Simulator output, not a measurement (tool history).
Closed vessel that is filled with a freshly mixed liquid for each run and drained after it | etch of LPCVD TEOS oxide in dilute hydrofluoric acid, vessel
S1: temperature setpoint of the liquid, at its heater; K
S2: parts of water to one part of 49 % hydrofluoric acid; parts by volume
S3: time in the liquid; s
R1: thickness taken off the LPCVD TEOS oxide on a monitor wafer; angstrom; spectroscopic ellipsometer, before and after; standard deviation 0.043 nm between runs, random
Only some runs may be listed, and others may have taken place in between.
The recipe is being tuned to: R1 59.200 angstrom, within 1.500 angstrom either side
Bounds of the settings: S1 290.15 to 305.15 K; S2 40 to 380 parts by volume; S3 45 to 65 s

run,hour,S1,S2,S3,R1
1,0.0,297.15,210,65,46.489
2,1.1,298.15,210,65,48.136
3,7.9,295.65,210,65,44.437
4,14.6,295.65,145,65,68.649
5,17.6,295.65,85,65,126.960
6,20.6,294.65,95,65,106.190
7,29.0,294.15,100,65,98.491
8,30.5,290.15,165,65,48.450
9,39.1,290.65,165,65,48.496
10,45.0,291.15,165,65,49.754
11,51.8,291.65,165,65,51.228
12,59.4,291.65,165,65,50.841
13,63.0,295.65,160,65,61.996

Which of these 4 next moves meets every target?
A,66.6,296.65,160,65,?
B,66.6,294.65,160,65,?
C,66.6,297.15,170,60,?
D,66.6,295.15,150,65,?

move,R1
A,63.477
B,58.766
C,55.580
D,64.610
A: moves away from the targets compared with the last run
B: in spec on every target
C: takes the result that was furthest off past its target
D: moves away from the targets compared with the last run
Move B is the one to make.

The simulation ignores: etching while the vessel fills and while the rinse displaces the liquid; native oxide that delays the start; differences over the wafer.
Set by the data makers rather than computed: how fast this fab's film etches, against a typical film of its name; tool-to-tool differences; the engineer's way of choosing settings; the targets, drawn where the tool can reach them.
